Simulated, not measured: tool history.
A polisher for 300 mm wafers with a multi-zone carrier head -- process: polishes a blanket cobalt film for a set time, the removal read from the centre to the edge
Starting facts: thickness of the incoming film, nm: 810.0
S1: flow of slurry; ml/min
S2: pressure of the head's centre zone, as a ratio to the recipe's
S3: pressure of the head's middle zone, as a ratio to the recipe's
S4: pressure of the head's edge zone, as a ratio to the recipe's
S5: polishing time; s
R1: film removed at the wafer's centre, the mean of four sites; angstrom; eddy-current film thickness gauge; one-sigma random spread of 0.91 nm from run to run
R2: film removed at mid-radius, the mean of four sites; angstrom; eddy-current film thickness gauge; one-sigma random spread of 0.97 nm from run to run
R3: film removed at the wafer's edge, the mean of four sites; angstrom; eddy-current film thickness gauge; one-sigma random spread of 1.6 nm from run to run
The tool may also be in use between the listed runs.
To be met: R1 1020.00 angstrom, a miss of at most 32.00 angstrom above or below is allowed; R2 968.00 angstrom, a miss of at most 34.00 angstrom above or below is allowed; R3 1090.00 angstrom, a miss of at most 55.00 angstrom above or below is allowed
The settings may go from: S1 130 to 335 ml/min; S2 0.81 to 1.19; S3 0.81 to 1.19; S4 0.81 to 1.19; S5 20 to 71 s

run 1 hour=0.0 | S1=215 S2=1.00 S3=1.00 S4=1.00 S5=45 | R1=1405.00 R2=1447.30 R3=1394.90
run 2 hour=6.2 | S1=210 S2=0.99 S3=0.98 S4=1.00 S5=44 | R1=1314.50 R2=1328.20 R3=1333.50
run 3 hour=8.9 | S1=205 S2=0.98 S3=0.96 S4=0.98 S5=44 | R1=1306.40 R2=1322.80 R3=1355.80
run 4 hour=15.3 | S1=205 S2=0.98 S3=0.95 S4=0.98 S5=43 | R1=1283.40 R2=1287.90 R3=1298.10
run 5 hour=16.8 | S1=200 S2=0.97 S3=0.94 S4=0.98 S5=42 | R1=1234.20 R2=1222.40 R3=1234.60
run 6 hour=21.7 | S1=195 S2=0.96 S3=0.92 S4=0.98 S5=42 | R1=1219.20 R2=1213.20 R3=1258.40
run 7 hour=27.6 | S1=190 S2=0.95 S3=0.91 S4=0.98 S5=41 | R1=1163.80 R2=1141.40 R3=1253.40
run 8 hour=32.5 | S1=190 S2=0.95 S3=0.90 S4=0.97 S5=41 | R1=1161.30 R2=1144.70 R3=1230.70
run 9 hour=35.5 | S1=190 S2=0.95 S3=0.89 S4=0.96 S5=41 | R1=1163.50 R2=1144.80 R3=1236.90
run 10 hour=36.2 | S1=165 S2=0.94 S3=0.82 S4=0.92 S5=35 | R1=966.77 R2=899.67 R3=1011.60
run 11 hour=41.5 | S1=170 S2=0.94 S3=0.82 S4=0.93 S5=35 | R1=969.78 R2=892.64 R3=999.78
run 12 hour=46.0 | S1=175 S2=0.94 S3=0.82 S4=0.94 S5=35 | R1=952.48 R2=882.72 R3=1043.60
run 13 hour=51.9 | S1=180 S2=0.94 S3=0.83 S4=0.94 S5=35 | R1=981.85 R2=931.93 R3=1032.50
run 14 hour=57.4 | S1=190 S2=0.94 S3=0.83 S4=0.96 S5=35 | R1=985.76 R2=929.59 R3=1043.50

Of the 4 settings listed for the next run, only one would bring every result within its allowed miss of target. Which one?
run A hour=62.9 | S1=160 S2=0.95 S3=0.81 S4=0.88 S5=34 | R1=? R2=? R3=?
run B hour=62.9 | S1=240 S2=1.02 S3=0.84 S4=0.86 S5=32 | R1=? R2=? R3=?
run C hour=62.9 | S1=200 S2=0.97 S3=0.88 S4=1.05 S5=35 | R1=? R2=? R3=?
run D hour=62.9 | S1=200 S2=0.85 S3=0.90 S4=0.96 S5=36 | R1=? R2=? R3=?

move=A R1=944.39 R2=862.94 R3=968.63
move=B R1=1019.80 R2=887.81 R3=942.59
move=C R1=1033.30 R2=984.98 R3=1111.90
move=D R1=932.26 R2=1032.90 R3=1094.80
A: its largest miss is bigger than the last run's
B: its largest miss is bigger than the last run's
C: hits every target within its allowed miss
D: takes the result that was furthest off past its target
The right move is C.

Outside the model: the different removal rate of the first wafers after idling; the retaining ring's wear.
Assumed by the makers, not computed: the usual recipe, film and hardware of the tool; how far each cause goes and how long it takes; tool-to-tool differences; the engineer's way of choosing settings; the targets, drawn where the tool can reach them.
